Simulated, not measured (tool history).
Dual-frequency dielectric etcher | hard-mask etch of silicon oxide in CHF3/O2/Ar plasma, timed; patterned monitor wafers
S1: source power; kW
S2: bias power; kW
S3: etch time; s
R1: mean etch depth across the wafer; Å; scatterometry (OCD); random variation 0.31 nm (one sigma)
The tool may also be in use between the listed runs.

| run | hour | S1 | S2 | S3 | R1 |
|---|---|---|---|---|---|
| 1 | 0 | 0.62 | 0.187 | 29 | 550.62 |
| 2 | 1.4 | 0.62 | 0.21 | 29 | 570.72 |
| 3 | 3.4 | 0.62 | 0.21 | 30 | 588.45 |
| 4 | 8.3 | 0.57 | 0.21 | 30 | 562.99 |
| 5 | 11.8 | 0.61 | 0.211 | 30 | 585.56 |
| 6 | 18 | 0.51 | 0.211 | 30 | 538.16 |
| 7 | 22.5 | 0.56 | 0.213 | 30 | 567.84 |
| 8 | 30.4 | 0.6 | 0.215 | 30 | 583.46 |
| 9 | 35.8 | 0.63 | 0.216 | 30 | 601.74 |
| 10 | 37.2 | 0.65 | 0.217 | 30 | 609.05 |
| 11 | 40.3 | 0.67 | 0.218 | 30 | 621.79 |
| 12 | 44.2 | 0.69 | 0.219 | 30 | 632.79 |

Run 13 comes next. What will it give?
| 13 | 45.8 | 0.7 | 0.219 | 30 | ? |

Run 13 gave R1 635.08 Å.

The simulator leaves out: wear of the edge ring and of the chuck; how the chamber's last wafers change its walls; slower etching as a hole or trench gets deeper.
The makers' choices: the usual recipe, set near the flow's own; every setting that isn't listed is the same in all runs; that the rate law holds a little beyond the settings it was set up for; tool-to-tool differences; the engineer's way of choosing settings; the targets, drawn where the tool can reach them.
